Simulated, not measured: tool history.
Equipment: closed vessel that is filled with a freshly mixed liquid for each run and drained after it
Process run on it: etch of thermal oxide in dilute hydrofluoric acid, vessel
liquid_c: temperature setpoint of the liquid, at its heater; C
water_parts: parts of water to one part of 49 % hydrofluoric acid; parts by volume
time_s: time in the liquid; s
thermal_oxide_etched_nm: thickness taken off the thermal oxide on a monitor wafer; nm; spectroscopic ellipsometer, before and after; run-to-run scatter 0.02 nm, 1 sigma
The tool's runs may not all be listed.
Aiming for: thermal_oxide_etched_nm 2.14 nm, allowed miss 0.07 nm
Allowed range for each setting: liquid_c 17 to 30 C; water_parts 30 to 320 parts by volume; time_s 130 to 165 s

| run | hour | liquid_c | water_parts | time_s | thermal_oxide_etched_nm |
|---|---|---|---|---|---|
| 1 | 0 | 22 | 175 | 165 | 3.2825 |
| 2 | 2.4 | 22 | 220 | 165 | 2.5354 |
| 3 | 3.7 | 21.5 | 220 | 165 | 2.4783 |
| 4 | 5.1 | 21.5 | 165 | 165 | 3.4868 |
| 5 | 9 | 21.5 | 145 | 165 | 4.0987 |
| 6 | 12.2 | 19.5 | 145 | 165 | 3.7434 |
| 7 | 16.9 | 19.5 | 155 | 165 | 3.5148 |
| 8 | 21.1 | 19.5 | 160 | 165 | 3.4214 |
| 9 | 27.1 | 19.5 | 165 | 165 | 3.2622 |

Exercise: of the 5 proposed moves below, exactly one satisfies all targets within the stated allowed misses. Which move is it?
| A | 33.1 | 22.5 | 130 | 165 | ? |
| B | 33.1 | 17.5 | 190 | 130 | ? |
| C | 33.1 | 20 | 220 | 160 | ? |
| D | 33.1 | 20 | 190 | 165 | ? |
| E | 33.1 | 17 | 175 | 130 | ? |

| move | thermal_oxide_etched_nm |
|---|---|
| A | 4.811 |
| B | 2.0003 |
| C | 2.2784 |
| D | 2.8014 |
| E | 2.1588 |
A: misses by more than the last run did
B: pushes the last run's worst result past its target
C: an improvement on the last run, though not all results are within tolerance
D: an improvement on the last run, though not all results are within tolerance
E: meets every target
E meets every target.
